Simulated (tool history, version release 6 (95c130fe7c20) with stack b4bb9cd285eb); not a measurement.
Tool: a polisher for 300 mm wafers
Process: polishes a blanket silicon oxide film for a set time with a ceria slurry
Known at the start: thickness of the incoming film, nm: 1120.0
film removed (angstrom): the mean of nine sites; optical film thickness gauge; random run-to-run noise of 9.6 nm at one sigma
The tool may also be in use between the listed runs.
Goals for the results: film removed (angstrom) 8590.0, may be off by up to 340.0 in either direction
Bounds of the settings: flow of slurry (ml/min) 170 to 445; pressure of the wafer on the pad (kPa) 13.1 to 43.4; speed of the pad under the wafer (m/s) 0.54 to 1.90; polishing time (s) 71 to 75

| run | hour | flow of slurry (ml/min) | pressure of the wafer on the pad (kPa) | speed of the pad under the wafer (m/s) | polishing time (s) | film removed (angstrom) |
|---|---|---|---|---|---|---|
| 1 | 0.0 | 285 | 28.3 | 1.22 | 71 | 5503.7 |
| 2 | 4.3 | 285 | 21.4 | 1.22 | 71 | 4543.8 |
| 3 | 8.5 | 285 | 26.9 | 1.24 | 71 | 5350.8 |
| 4 | 9.0 | 285 | 31.0 | 1.26 | 71 | 5933.1 |
| 5 | 13.5 | 285 | 34.5 | 1.30 | 71 | 6521.8 |
| 6 | 22.4 | 285 | 34.5 | 1.04 | 71 | 5469.6 |
| 7 | 28.0 | 285 | 42.1 | 1.26 | 72 | 7583.4 |
| 8 | 30.0 | 285 | 42.7 | 1.30 | 72 | 7877.7 |
| 9 | 38.3 | 285 | 42.7 | 1.32 | 72 | 8062.5 |
| 10 | 41.9 | 285 | 42.7 | 1.34 | 72 | 7908.9 |
| 11 | 44.3 | 285 | 42.7 | 1.36 | 72 | 8091.2 |

Exercise: of the 5 proposed moves below, exactly one satisfies all targets within the stated allowed misses. Which move is it?
| A | 46.7 | 315 | 43.4 | 1.42 | 75 | ? |
| B | 46.7 | 285 | 43.4 | 1.52 | 75 | ? |
| C | 46.7 | 290 | 43.4 | 1.44 | 75 | ? |
| D | 46.7 | 235 | 43.4 | 1.50 | 75 | ? |
| E | 46.7 | 445 | 42.1 | 1.44 | 71 | ? |

| move | film removed (angstrom) |
|---|---|
| A | 9203.9 |
| B | 9702.6 |
| C | 9253.4 |
| D | 9400.1 |
| E | 8821.3 |
A: pushes the last run's worst result past its target
B: pushes the last run's worst result past its target
C: pushes the last run's worst result past its target
D: pushes the last run's worst result past its target
E: all results in spec
Correct choice: E, which meets every target

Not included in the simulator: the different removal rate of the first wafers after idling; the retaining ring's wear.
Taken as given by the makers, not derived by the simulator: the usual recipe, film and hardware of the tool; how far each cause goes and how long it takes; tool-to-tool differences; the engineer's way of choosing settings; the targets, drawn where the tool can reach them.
